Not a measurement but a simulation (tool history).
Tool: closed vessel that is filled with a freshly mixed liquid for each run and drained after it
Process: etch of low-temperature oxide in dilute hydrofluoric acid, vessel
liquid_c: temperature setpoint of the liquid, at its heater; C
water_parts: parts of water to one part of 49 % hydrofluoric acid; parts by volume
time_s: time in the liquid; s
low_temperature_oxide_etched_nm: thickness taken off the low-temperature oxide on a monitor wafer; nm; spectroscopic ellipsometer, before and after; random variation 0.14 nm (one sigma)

run,hour,liquid_c,water_parts,time_s,low_temperature_oxide_etched_nm
1,0,24,240,165,9.0331
2,3,26.5,240,165,9.7253
3,10.8,29,240,165,10.745
4,18.2,29,240,165,10.669
5,25.6,27.5,240,165,10.196
6,27.4,27.5,240,165,10.074
7,33.8,28.5,230,165,11.169

Run 8, settings as shown, results not yet in. Your forecast:
8,37.6,29.5,225,165,?

Run 8 yielded low_temperature_oxide_etched_nm 11.496 nm.
